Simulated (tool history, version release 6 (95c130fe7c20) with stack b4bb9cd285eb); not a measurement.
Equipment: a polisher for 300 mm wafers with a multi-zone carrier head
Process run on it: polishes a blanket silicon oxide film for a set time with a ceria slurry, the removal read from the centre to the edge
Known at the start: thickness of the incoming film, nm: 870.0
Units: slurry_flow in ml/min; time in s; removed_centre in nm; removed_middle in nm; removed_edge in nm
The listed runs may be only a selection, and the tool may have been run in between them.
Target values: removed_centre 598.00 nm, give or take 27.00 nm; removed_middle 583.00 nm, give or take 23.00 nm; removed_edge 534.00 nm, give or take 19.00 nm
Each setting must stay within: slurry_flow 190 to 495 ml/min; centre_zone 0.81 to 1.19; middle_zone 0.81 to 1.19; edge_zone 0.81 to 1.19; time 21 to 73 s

Run 1, hour 0.0: slurry_flow 320 ml/min, centre_zone 1.00, middle_zone 1.00, edge_zone 1.00, time 47 s. Result: removed_centre 345.92 nm, removed_middle 357.84 nm, removed_edge 340.13 nm.
Run 2, hour 0.6: slurry_flow 325 ml/min, centre_zone 1.04, middle_zone 1.03, edge_zone 1.03, time 52 s. Result: removed_centre 399.70 nm, removed_middle 402.99 nm, removed_edge 384.83 nm.
Run 3, hour 1.8: slurry_flow 365 ml/min, centre_zone 1.04, middle_zone 1.03, edge_zone 1.03, time 52 s. Result: removed_centre 400.31 nm, removed_middle 410.87 nm, removed_edge 392.54 nm.
Run 4, hour 4.4: slurry_flow 365 ml/min, centre_zone 1.04, middle_zone 1.03, edge_zone 1.03, time 46 s. Result: removed_centre 349.00 nm, removed_middle 363.47 nm, removed_edge 339.46 nm.
Run 5, hour 5.2: slurry_flow 370 ml/min, centre_zone 1.07, middle_zone 1.05, edge_zone 1.03, time 52 s. Result: removed_centre 404.64 nm, removed_middle 423.24 nm, removed_edge 388.23 nm.
Run 6, hour 8.6: slurry_flow 370 ml/min, centre_zone 1.10, middle_zone 1.05, edge_zone 1.03, time 52 s. Result: removed_centre 418.65 nm, removed_middle 409.98 nm, removed_edge 384.04 nm.
Run 7, hour 16.3: slurry_flow 370 ml/min, centre_zone 1.12, middle_zone 1.07, edge_zone 1.04, time 56 s. Result: removed_centre 471.42 nm, removed_middle 457.83 nm, removed_edge 421.96 nm.
Run 8, hour 17.7: slurry_flow 375 ml/min, centre_zone 1.13, middle_zone 1.08, edge_zone 1.06, time 59 s. Result: removed_centre 503.98 nm, removed_middle 488.04 nm, removed_edge 447.81 nm.
Run 9, hour 21.7: slurry_flow 380 ml/min, centre_zone 1.13, middle_zone 1.09, edge_zone 1.07, time 61 s. Result: removed_centre 520.39 nm, removed_middle 494.96 nm, removed_edge 462.75 nm.
Run 10, hour 23.2: slurry_flow 385 ml/min, centre_zone 1.13, middle_zone 1.10, edge_zone 1.07, time 63 s. Result: removed_centre 536.77 nm, removed_middle 529.28 nm, removed_edge 477.13 nm.
Run 11, hour 29.7: slurry_flow 385 ml/min, centre_zone 1.13, middle_zone 1.10, edge_zone 1.08, time 65 s. Result: removed_centre 562.35 nm, removed_middle 550.73 nm, removed_edge 494.82 nm.
Run 12, hour 31.9: slurry_flow 385 ml/min, centre_zone 1.13, middle_zone 1.10, edge_zone 1.09, time 66 s. Result: removed_centre 557.30 nm, removed_middle 541.23 nm, removed_edge 511.10 nm.
Run 13, hour 40.4: slurry_flow 385 ml/min, centre_zone 1.14, middle_zone 1.11, edge_zone 1.09, time 67 s. Result: removed_centre 571.88 nm, removed_middle 575.36 nm, removed_edge 509.58 nm.

Exactly one of the 4 candidate moves below puts every result within its allowed miss. Which one?
Run A, hour 48.9: slurry_flow 385 ml/min, centre_zone 1.15, middle_zone 1.09, edge_zone 1.09, time 70 s. Result: removed_centre ?, removed_middle ?, removed_edge ?.
Run B, hour 48.9: slurry_flow 345 ml/min, centre_zone 1.14, middle_zone 1.19, edge_zone 1.04, time 65 s. Result: removed_centre ?, removed_middle ?, removed_edge ?.
Run C, hour 48.9: slurry_flow 370 ml/min, centre_zone 1.09, middle_zone 1.05, edge_zone 0.97, time 68 s. Result: removed_centre ?, removed_middle ?, removed_edge ?.
Run D, hour 48.9: slurry_flow 370 ml/min, centre_zone 1.10, middle_zone 1.04, edge_zone 1.14, time 73 s. Result: removed_centre ?, removed_middle ?, removed_edge ?.

move  removed_centre  removed_middle  removed_edge
   A          590.69          589.74        528.41
   B          539.13          585.80        475.63
   C          541.78          553.57        483.98
   D          586.95          589.28        562.89
A: in spec on every target
B: moves away from the targets compared with the last run
C: moves away from the targets compared with the last run
D: carries the result that was furthest off beyond its target, to the other side
A meets every target.
